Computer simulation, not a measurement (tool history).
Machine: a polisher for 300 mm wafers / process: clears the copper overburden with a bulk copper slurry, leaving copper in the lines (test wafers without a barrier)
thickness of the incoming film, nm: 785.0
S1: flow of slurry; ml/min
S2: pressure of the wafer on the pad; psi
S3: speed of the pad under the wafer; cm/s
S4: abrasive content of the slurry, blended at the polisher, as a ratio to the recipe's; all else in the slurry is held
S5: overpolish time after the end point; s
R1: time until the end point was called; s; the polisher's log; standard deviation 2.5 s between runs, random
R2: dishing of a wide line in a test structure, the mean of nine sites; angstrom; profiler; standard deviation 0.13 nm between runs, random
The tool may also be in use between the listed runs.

{"run": 1, "hour": 0.0, "S1": 300, "S2": 2.9, "S3": 98, "S4": 1, "S5": 16, "R1": 85.322, "R2": 779.84}
{"run": 2, "hour": 5.0, "S1": 300, "S2": 2.9, "S3": 98, "S4": 1, "S5": 20, "R1": 85.238, "R2": 872.21}
{"run": 3, "hour": 5.9, "S1": 275, "S2": 2.6, "S3": 86, "S4": 0.9, "S5": 17, "R1": 107.83, "R2": 663.51}
{"run": 4, "hour": 8.0, "S1": 255, "S2": 2.3, "S3": 76, "S4": 0.8, "S5": 14, "R1": 139.28, "R2": 491.78}
{"run": 5, "hour": 15.8, "S1": 240, "S2": 2.1, "S3": 70, "S4": 0.75, "S5": 12, "R1": 169.77, "R2": 374.48}
{"run": 6, "hour": 20.4, "S1": 240, "S2": 1.8, "S3": 70, "S4": 0.75, "S5": 12, "R1": 194.75, "R2": 321.57}
{"run": 7, "hour": 23.0, "S1": 225, "S2": 1.7, "S3": 64, "S4": 0.9, "S5": 10, "R1": 216.78, "R2": 261.31}
{"run": 8, "hour": 27.1, "S1": 215, "S2": 1.6, "S3": 62, "S4": 1.05, "S5": 9, "R1": 226.24, "R2": 223.98}
{"run": 9, "hour": 34.1, "S1": 205, "S2": 1.5, "S3": 60, "S4": 1.15, "S5": 8, "R1": 241.32, "R2": 186}
{"run": 10, "hour": 38.0, "S1": 200, "S2": 1.5, "S3": 60, "S4": 1.25, "S5": 7, "R1": 234.02, "R2": 171.31}
{"run": 11, "hour": 41.2, "S1": 195, "S2": 1.5, "S3": 58, "S4": 1.3, "S5": 7, "R1": 240.98, "R2": 170.04}
{"run": 12, "hour": 49.0, "S1": 190, "S2": 1.5, "S3": 58, "S4": 1.35, "S5": 7, "R1": 240.21, "R2": 166.16}
{"run": 13, "hour": 50.8, "S1": 190, "S2": 1.5, "S3": 58, "S4": 1.4, "S5": 7, "R1": 238.07, "R2": 167.6}
{"run": 14, "hour": 57.2, "S1": 190, "S2": 1.5, "S3": 56, "S4": 1.4, "S5": 7, "R1": 238.02, "R2": 162.1}

Predict the results of run 15:
{"run": 15, "hour": 65.5, "S1": 190, "S2": 1.5, "S3": 54, "S4": 1.4, "S5": 7, "R1": "?", "R2": "?"}

Run 15 measured R1 252.58 s, R2 160.09 angstrom.
